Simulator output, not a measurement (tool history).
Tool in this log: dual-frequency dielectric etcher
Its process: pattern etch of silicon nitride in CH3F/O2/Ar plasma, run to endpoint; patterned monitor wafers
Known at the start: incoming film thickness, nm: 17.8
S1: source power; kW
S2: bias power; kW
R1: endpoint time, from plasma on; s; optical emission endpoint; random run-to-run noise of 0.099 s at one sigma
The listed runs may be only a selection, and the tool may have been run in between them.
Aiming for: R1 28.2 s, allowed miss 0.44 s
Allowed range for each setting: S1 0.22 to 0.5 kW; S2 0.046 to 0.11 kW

| run | hour | S1 | S2 | R1 |
|---|---|---|---|---|
| 1 | 0 | 0.36 | 0.078 | 25.714 |
| 2 | 7.9 | 0.33 | 0.077 | 26.401 |
| 3 | 14.3 | 0.33 | 0.09 | 24.482 |
| 4 | 18.1 | 0.33 | 0.1 | 23.15 |
| 5 | 20.4 | 0.29 | 0.094 | 24.935 |
| 6 | 27 | 0.27 | 0.09 | 25.833 |
| 7 | 34.3 | 0.25 | 0.087 | 26.976 |
| 8 | 37.5 | 0.24 | 0.086 | 27.268 |

Pick the move, out of 5, that brings all results within their allowed miss; only one does.
| A | 40.7 | 0.31 | 0.084 | ? |
| B | 40.7 | 0.22 | 0.091 | ? |
| C | 40.7 | 0.22 | 0.085 | ? |
| D | 40.7 | 0.28 | 0.087 | ? |
| E | 40.7 | 0.24 | 0.092 | ? |

| move | R1 |
|---|---|
| A | 25.922 |
| B | 27.233 |
| C | 28.238 |
| D | 26.174 |
| E | 26.48 |
A: misses by more than the last run did
B: about as far from the targets as the last run
C: every result within its allowed miss
D: misses by more than the last run did
E: misses by more than the last run did
So the answer is move C, the one that meets all the targets.

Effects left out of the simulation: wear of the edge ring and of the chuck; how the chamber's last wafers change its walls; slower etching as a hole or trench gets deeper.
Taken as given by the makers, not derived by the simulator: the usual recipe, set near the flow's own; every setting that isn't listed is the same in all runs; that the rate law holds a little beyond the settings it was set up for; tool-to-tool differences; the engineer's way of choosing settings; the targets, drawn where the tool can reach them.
